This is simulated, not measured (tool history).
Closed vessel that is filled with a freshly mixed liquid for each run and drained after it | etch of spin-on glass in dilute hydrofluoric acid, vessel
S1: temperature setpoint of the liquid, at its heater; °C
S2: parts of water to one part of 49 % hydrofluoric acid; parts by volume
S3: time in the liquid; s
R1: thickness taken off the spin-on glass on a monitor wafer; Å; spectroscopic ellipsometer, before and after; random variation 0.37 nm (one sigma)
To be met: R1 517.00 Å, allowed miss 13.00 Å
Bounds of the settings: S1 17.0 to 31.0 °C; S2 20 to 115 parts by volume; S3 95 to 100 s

run 1 hour=0.0 | S1=23.0 S2=65 S3=95 | R1=357.18
run 2 hour=1.1 | S1=25.5 S2=65 S3=95 | R1=391.62
run 3 hour=3.4 | S1=25.5 S2=65 S3=95 | R1=395.71
run 4 hour=12.3 | S1=23.0 S2=65 S3=95 | R1=352.16
-- hour=14.7 thermometer replaced
run 5 hour=14.7 | S1=25.5 S2=65 S3=95 | R1=421.51
run 6 hour=21.4 | S1=23.0 S2=65 S3=95 | R1=382.15
run 7 hour=24.6 | S1=25.0 S2=60 S3=95 | R1=455.38
run 8 hour=32.5 | S1=26.0 S2=60 S3=95 | R1=467.56
run 9 hour=36.7 | S1=26.5 S2=60 S3=95 | R1=481.84
run 10 hour=40.7 | S1=26.5 S2=60 S3=95 | R1=482.79

4 next moves are on the table. One of them brings every result within its allowed miss. Which?
run A hour=44.7 | S1=25.5 S2=50 S3=95 | R1=?
run B hour=44.7 | S1=28.0 S2=65 S3=100 | R1=?
run C hour=44.7 | S1=26.0 S2=60 S3=100 | R1=?
run D hour=44.7 | S1=27.0 S2=60 S3=100 | R1=?

move=A R1=561.11
move=B R1=491.68
move=C R1=495.40
move=D R1=515.62
A: takes the result that was furthest off past its target
B: nearer than the last run, and not there yet
C: nearer than the last run, and not there yet
D: meets every target
Move D is the one to make.

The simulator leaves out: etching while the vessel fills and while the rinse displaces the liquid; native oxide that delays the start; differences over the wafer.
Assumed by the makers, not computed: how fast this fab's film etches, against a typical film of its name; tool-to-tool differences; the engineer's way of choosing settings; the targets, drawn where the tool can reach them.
